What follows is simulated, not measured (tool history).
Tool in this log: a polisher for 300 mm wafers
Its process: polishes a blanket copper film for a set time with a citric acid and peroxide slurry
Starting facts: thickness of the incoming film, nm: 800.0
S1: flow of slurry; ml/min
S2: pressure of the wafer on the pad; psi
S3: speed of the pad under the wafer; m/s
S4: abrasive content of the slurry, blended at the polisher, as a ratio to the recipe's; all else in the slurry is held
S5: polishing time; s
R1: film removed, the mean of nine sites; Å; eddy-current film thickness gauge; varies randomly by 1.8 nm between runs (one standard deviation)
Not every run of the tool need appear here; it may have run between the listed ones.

run,day,S1,S2,S3,S4,S5,R1
1,0.000,290,3.9,1.26,1.0,26,987.83
2,0.079,250,3.9,1.26,1.0,26,978.13
3,0.183,250,3.9,1.52,1.0,26,1140.60
4,0.392,250,4.0,1.52,1.0,26,1163.10
5,0.575,250,4.0,1.72,1.0,26,1293.40
6,0.796,250,5.0,1.72,1.0,26,1614.30

For run 7, what comes out?
7,1.054,250,4.9,1.72,1.0,26,?

{"run 7": {"R1": 1585.0}}

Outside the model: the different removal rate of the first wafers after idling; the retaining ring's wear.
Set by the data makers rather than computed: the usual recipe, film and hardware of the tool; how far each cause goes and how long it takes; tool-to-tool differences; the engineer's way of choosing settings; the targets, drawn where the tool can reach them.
